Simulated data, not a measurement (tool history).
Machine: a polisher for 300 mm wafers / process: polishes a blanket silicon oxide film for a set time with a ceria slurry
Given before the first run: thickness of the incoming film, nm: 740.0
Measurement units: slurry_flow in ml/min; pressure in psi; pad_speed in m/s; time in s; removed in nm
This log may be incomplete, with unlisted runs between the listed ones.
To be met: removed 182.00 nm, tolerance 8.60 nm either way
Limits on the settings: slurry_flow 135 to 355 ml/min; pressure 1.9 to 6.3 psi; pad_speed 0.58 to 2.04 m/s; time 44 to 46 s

{"run": 1, "hour": 0.0, "slurry_flow": 225, "pressure": 4.1, "pad_speed": 1.3, "time": 44, "removed": 263.17}
{"run": 2, "hour": 7.9, "slurry_flow": 225, "pressure": 4.1, "pad_speed": 1.3, "time": 46, "removed": 270.09}
{"run": 3, "hour": 12.5, "slurry_flow": 225, "pressure": 3.2, "pad_speed": 1.3, "time": 46, "removed": 222.33}
{"run": 4, "hour": 16.5, "slurry_flow": 225, "pressure": 3.2, "pad_speed": 1.3, "time": 46, "removed": 226.82}
{"run": 5, "hour": 18.2, "slurry_flow": 225, "pressure": 2.9, "pad_speed": 1.3, "time": 46, "removed": 208.04}
{"run": 6, "hour": 25.8, "slurry_flow": 225, "pressure": 3.7, "pad_speed": 1.3, "time": 46, "removed": 248.14}
{"run": 7, "hour": 27.9, "slurry_flow": 225, "pressure": 3.3, "pad_speed": 1.28, "time": 46, "removed": 222.95}
{"run": 8, "hour": 31.9, "slurry_flow": 225, "pressure": 3.1, "pad_speed": 1.28, "time": 46, "removed": 218.33}
{"run": 9, "hour": 33.6, "slurry_flow": 225, "pressure": 2.9, "pad_speed": 1.28, "time": 46, "removed": 213.64}
{"run": 10, "hour": 37.8, "slurry_flow": 225, "pressure": 2.7, "pad_speed": 1.28, "time": 46, "removed": 199.98}
{"run": 11, "hour": 38.9, "slurry_flow": 225, "pressure": 2.6, "pad_speed": 1.28, "time": 46, "removed": 193.09}

5 next moves are on the table. One of them brings every result within its allowed miss. Which?
{"run": "A", "hour": 40.0, "slurry_flow": 240, "pressure": 2.2, "pad_speed": 1.56, "time": 46, "removed": "?"}
{"run": "B", "hour": 40.0, "slurry_flow": 215, "pressure": 3.0, "pad_speed": 1.28, "time": 46, "removed": "?"}
{"run": "C", "hour": 40.0, "slurry_flow": 250, "pressure": 2.0, "pad_speed": 1.5, "time": 44, "removed": "?"}
{"run": "D", "hour": 40.0, "slurry_flow": 215, "pressure": 2.7, "pad_speed": 1.36, "time": 46, "removed": "?"}
{"run": "E", "hour": 40.0, "slurry_flow": 245, "pressure": 2.7, "pad_speed": 1.26, "time": 46, "removed": "?"}

move=A removed=213.97
move=B removed=214.92
move=C removed=186.33
move=D removed=211.78
move=E removed=199.63
A: misses by more than the last run did
B: misses by more than the last run did
C: every result lands within tolerance
D: misses by more than the last run did
E: misses by more than the last run did
So the answer is move C, the one that meets all the targets.
